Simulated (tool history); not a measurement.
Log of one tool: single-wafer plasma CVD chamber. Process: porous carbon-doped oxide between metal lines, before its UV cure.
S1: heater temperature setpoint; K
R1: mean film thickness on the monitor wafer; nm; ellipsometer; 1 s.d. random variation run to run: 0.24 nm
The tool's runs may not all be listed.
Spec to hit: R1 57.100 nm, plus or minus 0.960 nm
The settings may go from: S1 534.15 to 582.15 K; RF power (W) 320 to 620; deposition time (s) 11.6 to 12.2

run 1 hour=0.0 | S1=558.15 RF_power_(W)=470 deposition_time_(s)=12.2 | R1=63.684
run 2 hour=7.5 | S1=561.15 RF_power_(W)=470 deposition_time_(s)=12.2 | R1=62.275
run 3 hour=14.2 | S1=561.15 RF_power_(W)=505 deposition_time_(s)=12.2 | R1=65.637
run 4 hour=22.1 | S1=564.15 RF_power_(W)=505 deposition_time_(s)=12.2 | R1=64.166
run 5 hour=26.8 | S1=564.15 RF_power_(W)=505 deposition_time_(s)=11.6 | R1=60.946
run 6 hour=33.1 | S1=565.15 RF_power_(W)=505 deposition_time_(s)=11.6 | R1=61.110
run 7 hour=40.2 | S1=567.15 RF_power_(W)=505 deposition_time_(s)=11.6 | R1=60.040
run 8 hour=48.8 | S1=568.15 RF_power_(W)=505 deposition_time_(s)=11.6 | R1=59.849
run 9 hour=53.4 | S1=569.15 RF_power_(W)=505 deposition_time_(s)=11.6 | R1=58.938
run 10 hour=60.0 | S1=570.15 RF_power_(W)=505 deposition_time_(s)=11.6 | R1=58.774

Below are 5 possible settings for the next run. Only one of them brings all results inside the allowed miss of their targets. Which is it?
run A hour=66.6 | S1=578.15 RF_power_(W)=510 deposition_time_(s)=11.8 | R1=?
run B hour=66.6 | S1=562.15 RF_power_(W)=490 deposition_time_(s)=11.6 | R1=?
run C hour=66.6 | S1=572.15 RF_power_(W)=510 deposition_time_(s)=11.8 | R1=?
run D hour=66.6 | S1=567.15 RF_power_(W)=475 deposition_time_(s)=12.0 | R1=?
run E hour=66.6 | S1=567.15 RF_power_(W)=470 deposition_time_(s)=12.2 | R1=?

move=A R1=57.736
move=B R1=61.064
move=C R1=59.906
move=D R1=59.665
move=E R1=60.150
A: each result inside its tolerance
B: its largest miss is bigger than the last run's
C: its largest miss is bigger than the last run's
D: its largest miss is bigger than the last run's
E: its largest miss is bigger than the last run's
The move that meets every target is A.

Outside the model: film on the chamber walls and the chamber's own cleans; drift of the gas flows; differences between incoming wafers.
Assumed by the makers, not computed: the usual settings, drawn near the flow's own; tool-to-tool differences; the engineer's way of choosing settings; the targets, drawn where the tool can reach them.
